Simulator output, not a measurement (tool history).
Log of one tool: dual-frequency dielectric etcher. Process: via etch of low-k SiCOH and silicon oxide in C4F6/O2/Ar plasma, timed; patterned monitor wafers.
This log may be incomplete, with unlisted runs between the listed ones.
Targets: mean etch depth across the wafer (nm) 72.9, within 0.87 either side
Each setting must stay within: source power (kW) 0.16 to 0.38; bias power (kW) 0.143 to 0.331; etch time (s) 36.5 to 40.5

run  hour  source power (kW)  bias power (kW)  etch time (s)  mean etch depth across the wafer (nm)
  1     0               0.27            0.237           40.5                                 96.026
  2   0.8               0.25            0.237           40.5                                 92.357
  3   5.5               0.23            0.222           40.5                                   86.4
  4   6.2               0.23            0.198           40.5                                 82.811
  5  10.2               0.23            0.198           36.5                                 74.862
  6  13.4               0.23            0.219           36.5                                 77.594
  7  20.4               0.22            0.219           36.5                                 75.682
  8  25.7               0.21            0.219           36.5                                 73.755

4 candidate next runs follow, results not yet known. Just one meets every target within its allowed miss. Identify it.
  A    31                0.2            0.251           36.5                                      ?
  B    31               0.19            0.211           39.5                                      ?
  C    31                0.2            0.236             37                                      ?
  D    31                0.2            0.216             37                                      ?

move  mean etch depth across the wafer (nm)
   A                                 75.867
   B                                 74.666
   C                                 75.124
   D                                 72.653
A: moves away from the targets compared with the last run
B: moves away from the targets compared with the last run
C: moves away from the targets compared with the last run
D: hits every target within its allowed miss
Correct choice: D, which meets every target

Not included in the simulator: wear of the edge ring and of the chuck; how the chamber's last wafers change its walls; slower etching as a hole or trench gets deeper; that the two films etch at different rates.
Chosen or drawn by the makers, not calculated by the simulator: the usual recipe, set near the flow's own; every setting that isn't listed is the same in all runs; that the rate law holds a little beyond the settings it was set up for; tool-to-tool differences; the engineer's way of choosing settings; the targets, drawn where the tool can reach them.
